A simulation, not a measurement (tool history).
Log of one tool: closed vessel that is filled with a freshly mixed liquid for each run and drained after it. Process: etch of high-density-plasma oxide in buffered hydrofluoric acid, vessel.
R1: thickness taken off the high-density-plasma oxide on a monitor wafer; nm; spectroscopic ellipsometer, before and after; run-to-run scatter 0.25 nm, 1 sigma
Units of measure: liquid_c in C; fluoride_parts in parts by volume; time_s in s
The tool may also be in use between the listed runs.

Run 1, hour 0: liquid_c 23 C, fluoride_parts 17 parts by volume, time_s 85 s. Result: R1 86.986 nm.
Run 2, hour 3.1: liquid_c 22 C, fluoride_parts 17 parts by volume, time_s 85 s. Result: R1 81.518 nm.
Run 3, hour 11.9: liquid_c 22 C, fluoride_parts 17 parts by volume, time_s 95 s. Result: R1 91.395 nm.
Run 4, hour 20.8: liquid_c 21.5 C, fluoride_parts 17.5 parts by volume, time_s 95 s. Result: R1 86.078 nm.
Run 5, hour 26.9: liquid_c 21 C, fluoride_parts 17.5 parts by volume, time_s 95 s. Result: R1 84.49 nm.
Run 6, hour 28.6: liquid_c 21 C, fluoride_parts 21.5 parts by volume, time_s 95 s. Result: R1 70.123 nm.

Estimate the outcome of run 7 from the log above:
Run 7, hour 33.4: liquid_c 20.5 C, fluoride_parts 21.5 parts by volume, time_s 95 s. Result: R1 ?.

R1: 68.258 nm
